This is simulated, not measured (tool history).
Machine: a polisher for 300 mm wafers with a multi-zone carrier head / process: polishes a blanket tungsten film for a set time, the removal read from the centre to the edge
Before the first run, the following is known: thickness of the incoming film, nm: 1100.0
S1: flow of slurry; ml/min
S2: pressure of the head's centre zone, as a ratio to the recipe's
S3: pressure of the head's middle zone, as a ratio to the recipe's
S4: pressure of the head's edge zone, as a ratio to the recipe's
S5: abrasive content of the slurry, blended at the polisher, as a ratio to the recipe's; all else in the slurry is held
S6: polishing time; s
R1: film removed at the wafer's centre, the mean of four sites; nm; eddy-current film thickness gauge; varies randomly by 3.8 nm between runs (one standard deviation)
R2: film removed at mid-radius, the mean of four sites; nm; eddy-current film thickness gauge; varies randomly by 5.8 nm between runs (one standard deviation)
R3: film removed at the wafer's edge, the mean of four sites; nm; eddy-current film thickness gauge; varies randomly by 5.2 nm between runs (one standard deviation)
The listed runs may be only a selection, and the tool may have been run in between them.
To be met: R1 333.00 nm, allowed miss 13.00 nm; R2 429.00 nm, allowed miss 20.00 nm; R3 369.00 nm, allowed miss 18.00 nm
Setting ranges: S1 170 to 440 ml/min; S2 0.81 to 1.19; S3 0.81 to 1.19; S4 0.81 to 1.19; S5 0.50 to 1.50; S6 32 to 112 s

run    day   S1    S2    S3    S4    S5  S6      R1      R2      R3
  1  0.000  280  1.00  1.00  1.00  1.00  72  329.47  334.74  328.97
  2  0.108  285  0.98  1.05  1.02  1.05  72  336.52  361.82  337.59
  3  0.238  285  0.98  1.05  1.02  1.05  89  421.71  447.13  427.04
  4  0.571  285  0.98  1.05  1.10  1.05  89  408.11  437.86  426.53
  5  0.692  285  0.96  1.08  1.10  0.95  88  378.47  437.62  422.69
  6  0.875  290  0.96  1.11  1.08  0.90  86  372.29  429.14  392.57
  7  0.900  290  0.94  1.13  1.08  0.85  86  354.88  428.72  386.41
  8  0.967  290  0.93  1.14  1.07  0.85  86  353.30  429.38  384.43
  9  1.221  290  0.92  1.15  1.06  0.85  86  346.66  438.98  386.53

Which one of the following 4 next-run settings gets every result inside its allowed miss? There is exactly one.
  A  1.475  290  0.93  1.16  1.06  0.95  84   ?   ?   ?
  B  1.475  255  0.84  1.10  1.13  0.80  90   ?   ?   ?
  C  1.475  300  0.83  1.14  1.16  0.95  86   ?   ?   ?
  D  1.475  240  0.91  1.18  1.04  0.90  83   ?   ?   ?

move      R1      R2      R3
   A  359.42  449.06  395.64
   B  320.23  424.59  406.09
   C  329.36  454.74  425.34
   D  332.03  431.41  372.99
A: moves away from the targets compared with the last run
B: the worst result of the last run now meets its target, but another is out of spec
C: the worst result of the last run now meets its target, but another is out of spec
D: each result inside its tolerance
Move D is the one to make.

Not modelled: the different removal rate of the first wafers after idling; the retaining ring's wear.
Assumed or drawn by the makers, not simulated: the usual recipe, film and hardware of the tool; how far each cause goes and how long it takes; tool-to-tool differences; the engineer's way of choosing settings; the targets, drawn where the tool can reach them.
